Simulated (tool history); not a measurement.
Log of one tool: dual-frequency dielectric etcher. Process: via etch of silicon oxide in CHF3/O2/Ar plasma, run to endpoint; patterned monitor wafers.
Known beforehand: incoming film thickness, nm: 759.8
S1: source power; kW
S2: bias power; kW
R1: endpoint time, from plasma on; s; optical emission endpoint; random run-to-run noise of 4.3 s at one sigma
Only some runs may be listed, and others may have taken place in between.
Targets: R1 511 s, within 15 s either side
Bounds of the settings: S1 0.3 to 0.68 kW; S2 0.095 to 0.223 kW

{"run": 1, "hour": 0.0, "S1": 0.49, "S2": 0.159, "R1": 428.07}
{"run": 2, "hour": 8.8, "S1": 0.45, "S2": 0.151, "R1": 449.05}
{"run": 3, "hour": 17.9, "S1": 0.37, "S2": 0.151, "R1": 480.52}
{"run": 4, "hour": 26.6, "S1": 0.37, "S2": 0.176, "R1": 452.47}
{"run": 5, "hour": 34.0, "S1": 0.37, "S2": 0.189, "R1": 438.81}
{"run": 6, "hour": 37.2, "S1": 0.37, "S2": 0.218, "R1": 412.83}
{"run": 7, "hour": 39.2, "S1": 0.35, "S2": 0.198, "R1": 444.05}
{"run": 8, "hour": 46.1, "S1": 0.34, "S2": 0.186, "R1": 461.23}

Exercise: of the 5 proposed moves below, exactly one satisfies all targets within the stated allowed misses. Which move is it?
{"run": "A", "hour": 53.0, "S1": 0.3, "S2": 0.135, "R1": "?"}
{"run": "B", "hour": 53.0, "S1": 0.3, "S2": 0.125, "R1": "?"}
{"run": "C", "hour": 53.0, "S1": 0.3, "S2": 0.131, "R1": "?"}
{"run": "D", "hour": 53.0, "S1": 0.3, "S2": 0.126, "R1": "?"}
{"run": "E", "hour": 53.0, "S1": 0.3, "S2": 0.159, "R1": "?"}

move=A R1=544.84
move=B R1=560.73
move=C R1=551.01
move=D R1=559.07
move=E R1=512.15
A: carries the result that was furthest off beyond its target, to the other side
B: carries the result that was furthest off beyond its target, to the other side
C: carries the result that was furthest off beyond its target, to the other side
D: carries the result that was furthest off beyond its target, to the other side
E: meets every target
The right move is E.
